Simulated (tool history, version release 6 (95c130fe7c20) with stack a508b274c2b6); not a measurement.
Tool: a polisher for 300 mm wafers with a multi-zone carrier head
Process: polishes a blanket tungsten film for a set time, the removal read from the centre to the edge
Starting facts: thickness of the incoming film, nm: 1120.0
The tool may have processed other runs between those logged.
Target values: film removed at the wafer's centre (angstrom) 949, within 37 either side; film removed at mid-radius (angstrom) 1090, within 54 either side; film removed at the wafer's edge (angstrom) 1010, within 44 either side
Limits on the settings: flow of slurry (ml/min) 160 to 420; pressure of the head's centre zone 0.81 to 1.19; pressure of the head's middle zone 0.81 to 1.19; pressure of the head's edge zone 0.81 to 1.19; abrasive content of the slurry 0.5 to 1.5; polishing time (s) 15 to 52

run    day  flow of slurry (ml/min)  pressure of the head's centre zone  pressure of the head's middle zone  pressure of the head's edge zone  abrasive content of the slurry  polishing time (s)  film removed at the wafer's centre (angstrom)  film removed at mid-radius (angstrom)  film removed at the wafer's edge (angstrom)
  1      0                      270                                   1                                   1                                 1                               1                  33                                         1574.9                                   1524                                         1503
  2  0.279                      270                                   1                                   1                              1.04                               1                  33                                         1550.8                                 1547.5                                       1561.9
  3  0.542                      270                                0.93                                   1                              1.04                               1                  33                                         1446.9                                 1504.1                                       1550.2
  4  0.746                      270                                0.92                                1.01                              1.02                            0.95                  32                                         1403.1                                 1449.5                                       1462.5
  5  0.896                      265                                0.91                                1.02                              1.02                             0.9                  31                                         1303.6                                   1397                                       1409.5
  6  0.946                      265                                 0.9                                1.02                                 1                            0.85                  30                                         1228.1                                 1379.6                                       1325.4
  7   1.25                      265                                 0.9                                1.02                                 1                            0.85                  30                                         1254.4                                 1391.7                                       1350.8
  8  1.446                      265                                 0.9                                1.01                              0.99                             0.8                  29                                           1193                                 1298.5                                       1293.1
  9  1.583                      265                                 0.9                                1.01                              0.98                            0.75                  28                                         1152.6                                 1237.6                                       1210.3
 10  1.642                      265                                0.89                                1.01                              0.97                             0.7                  28                                         1124.3                                 1222.4                                       1186.7
 11   1.85                      255                                0.82                                   1                              0.87                             0.5                  26                                         910.84                                 1056.8                                       999.44

Exercise: of the 5 proposed moves below, exactly one satisfies all targets within the stated allowed misses. Which move is it?
  A  2.058                      230                                0.81                                 0.9                              0.93                             0.5                  26                                              ?                                      ?                                            ?
  B  2.058                      225                                0.81                                0.95                              0.92                            0.65                  25                                              ?                                      ?                                            ?
  C  2.058                      250                                0.82                                0.93                              0.84                             0.7                  24                                              ?                                      ?                                            ?
  D  2.058                      230                                0.81                                   1                              0.84                             0.5                  26                                              ?                                      ?                                            ?
  E  2.058                      285                                0.84                                0.99                              0.83                             0.5                  26                                              ?                                      ?                                            ?

move  film removed at the wafer's centre (angstrom)  film removed at mid-radius (angstrom)  film removed at the wafer's edge (angstrom)
   A                                         862.73                                 967.24                                       1045.5
   B                                         859.07                                 1007.5                                       1036.5
   C                                         857.68                                 975.34                                       980.14
   D                                         863.34                                 1056.5                                       1000.9
   E                                         920.88                                 1076.2                                       1016.6
A: misses by more than the last run did
B: misses by more than the last run did
C: misses by more than the last run did
D: misses by more than the last run did
E: all results in spec
E is the move that brings every result within its allowed miss.
